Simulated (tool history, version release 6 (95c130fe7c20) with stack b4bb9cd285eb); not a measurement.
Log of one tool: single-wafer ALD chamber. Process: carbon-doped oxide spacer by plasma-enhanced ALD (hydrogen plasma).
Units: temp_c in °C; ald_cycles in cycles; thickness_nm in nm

{"run": 1, "hour": 0.0, "temp_c": 390, "ald_cycles": 179, "thickness_nm": 10.056}
{"run": 2, "hour": 6.9, "temp_c": 390, "ald_cycles": 174, "thickness_nm": 9.7748}
{"run": 3, "hour": 9.3, "temp_c": 390, "ald_cycles": 171, "thickness_nm": 9.6184}
{"run": 4, "hour": 17.3, "temp_c": 390, "ald_cycles": 168, "thickness_nm": 9.4148}
{"run": 5, "hour": 22.3, "temp_c": 390, "ald_cycles": 167, "thickness_nm": 9.3935}
{"run": 6, "hour": 27.0, "temp_c": 390, "ald_cycles": 157, "thickness_nm": 8.7685}

Forecast run 7:
{"run": 7, "hour": 31.2, "temp_c": 390, "ald_cycles": 159, "thickness_nm": "?"}

thickness_nm: 8.8738 nm

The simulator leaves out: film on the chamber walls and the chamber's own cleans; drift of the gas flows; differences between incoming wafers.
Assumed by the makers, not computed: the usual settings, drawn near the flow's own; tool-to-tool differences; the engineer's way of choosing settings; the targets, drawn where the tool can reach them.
